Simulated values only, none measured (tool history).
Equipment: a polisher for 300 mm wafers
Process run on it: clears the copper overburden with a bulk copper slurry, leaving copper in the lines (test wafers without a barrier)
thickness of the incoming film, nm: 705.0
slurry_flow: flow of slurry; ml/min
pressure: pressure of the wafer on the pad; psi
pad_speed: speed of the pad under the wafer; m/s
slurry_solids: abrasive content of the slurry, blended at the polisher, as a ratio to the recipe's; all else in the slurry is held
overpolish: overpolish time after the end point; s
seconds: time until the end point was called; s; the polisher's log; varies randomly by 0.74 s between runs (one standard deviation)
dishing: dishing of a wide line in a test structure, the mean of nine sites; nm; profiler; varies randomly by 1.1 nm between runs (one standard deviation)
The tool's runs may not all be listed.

run,hour,slurry_flow,pressure,pad_speed,slurry_solids,overpolish,seconds,dishing
1,0.0,165,2.9,0.88,1.0,15,98.174,72.092
2,2.2,170,3.1,0.90,1.0,13,89.431,67.735
3,8.4,170,3.3,0.90,1.0,12,83.252,69.462
4,12.6,175,3.4,0.90,1.0,11,80.635,67.146
5,17.9,175,3.5,0.90,1.0,10,78.669,63.561
6,25.6,175,3.6,0.90,1.0,9,76.586,60.509
7,29.3,195,4.2,0.90,1.0,5,64.678,44.357
8,33.7,190,4.2,0.90,1.0,5,65.598,44.663

Run 9 is up next; what results do you expect?
9,34.5,185,4.2,0.90,1.0,5,?,?

seconds: 64.895 s
dishing: 42.943 nm

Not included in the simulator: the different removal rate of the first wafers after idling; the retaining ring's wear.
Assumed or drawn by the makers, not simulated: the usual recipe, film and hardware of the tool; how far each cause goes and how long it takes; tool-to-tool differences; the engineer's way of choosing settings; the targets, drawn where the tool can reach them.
